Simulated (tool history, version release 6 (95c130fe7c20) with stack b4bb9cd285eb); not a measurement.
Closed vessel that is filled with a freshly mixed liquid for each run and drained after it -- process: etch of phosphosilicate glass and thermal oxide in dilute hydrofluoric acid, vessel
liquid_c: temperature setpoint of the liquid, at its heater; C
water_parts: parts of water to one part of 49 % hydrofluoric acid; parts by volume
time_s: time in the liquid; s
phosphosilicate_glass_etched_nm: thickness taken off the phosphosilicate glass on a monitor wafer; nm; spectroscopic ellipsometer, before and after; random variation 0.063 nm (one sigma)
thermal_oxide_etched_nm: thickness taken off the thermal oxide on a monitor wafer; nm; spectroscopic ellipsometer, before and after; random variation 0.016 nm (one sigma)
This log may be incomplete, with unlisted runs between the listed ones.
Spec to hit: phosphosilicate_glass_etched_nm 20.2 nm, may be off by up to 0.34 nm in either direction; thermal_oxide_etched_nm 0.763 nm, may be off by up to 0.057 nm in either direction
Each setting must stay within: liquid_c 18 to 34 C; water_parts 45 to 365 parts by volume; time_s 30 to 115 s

run,hour,liquid_c,water_parts,time_s,phosphosilicate_glass_etched_nm,thermal_oxide_etched_nm
1,0,26,205,60,39.486,1.514
2,4.5,23.5,225,60,32.016,1.2505
3,10.7,23.5,225,80,42.502,1.6245
4,17.6,25.5,225,80,45.62,1.7032
5,19.1,28.5,225,80,51.205,1.9796
6,23.5,25.5,250,80,40.131,1.482
7,26,23.5,270,80,33.883,1.2917
8,33,22,290,80,29.421,1.1027

4 next moves are on the table. One of them brings every result within its allowed miss. Which?
A,40,25.5,355,55,?,?
B,40,22,355,65,?,?
C,40,20,275,55,?,?
D,40,18,110,50,?,?

move,phosphosilicate_glass_etched_nm,thermal_oxide_etched_nm
A,17.559,0.68063
B,18.438,0.71471
C,20.151,0.78111
D,49.703,1.9266
A: carries the result that was furthest off beyond its target, to the other side
B: carries the result that was furthest off beyond its target, to the other side
C: all results in spec
D: lands further from the targets than the last run did
Move C is the one to make.
